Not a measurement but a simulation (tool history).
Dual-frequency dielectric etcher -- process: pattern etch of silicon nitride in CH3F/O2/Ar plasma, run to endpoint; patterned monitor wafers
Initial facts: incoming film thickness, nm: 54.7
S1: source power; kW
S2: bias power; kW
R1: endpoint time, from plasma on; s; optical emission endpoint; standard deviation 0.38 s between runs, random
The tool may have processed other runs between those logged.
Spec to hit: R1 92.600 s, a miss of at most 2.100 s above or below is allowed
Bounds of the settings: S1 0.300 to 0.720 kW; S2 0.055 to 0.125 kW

{"run": 1, "day": 0.0, "S1": 0.51, "S2": 0.09, "R1": 70.708}
{"run": 2, "day": 0.162, "S1": 0.57, "S2": 0.09, "R1": 67.01}
{"run": 3, "day": 0.492, "S1": 0.64, "S2": 0.09, "R1": 63.437}
{"run": 4, "day": 0.729, "S1": 0.64, "S2": 0.104, "R1": 59.21}
{"run": 5, "day": 0.888, "S1": 0.59, "S2": 0.098, "R1": 63.784}
{"run": 6, "day": 0.975, "S1": 0.55, "S2": 0.093, "R1": 67.296}
{"run": 7, "day": 1.079, "S1": 0.51, "S2": 0.089, "R1": 70.546}
{"run": 8, "day": 1.271, "S1": 0.48, "S2": 0.085, "R1": 74.401}

Which one of the following 5 next-run settings gets every result inside its allowed miss? There is exactly one.
{"run": "A", "day": 1.462, "S1": 0.37, "S2": 0.072, "R1": "?"}
{"run": "B", "day": 1.462, "S1": 0.39, "S2": 0.058, "R1": "?"}
{"run": "C", "day": 1.462, "S1": 0.3, "S2": 0.081, "R1": "?"}
{"run": "D", "day": 1.462, "S1": 0.6, "S2": 0.099, "R1": "?"}
{"run": "E", "day": 1.462, "S1": 0.42, "S2": 0.069, "R1": "?"}

move=A R1=91.477
move=B R1=99.159
move=C R1=96.692
move=D R1=62.213
move=E R1=87.511
A: meets every target
B: takes the biggest miss from the last run beyond its target
C: takes the biggest miss from the last run beyond its target
D: moves away from the targets compared with the last run
E: closer than the last run, but not yet in spec
Move A is the one to make.
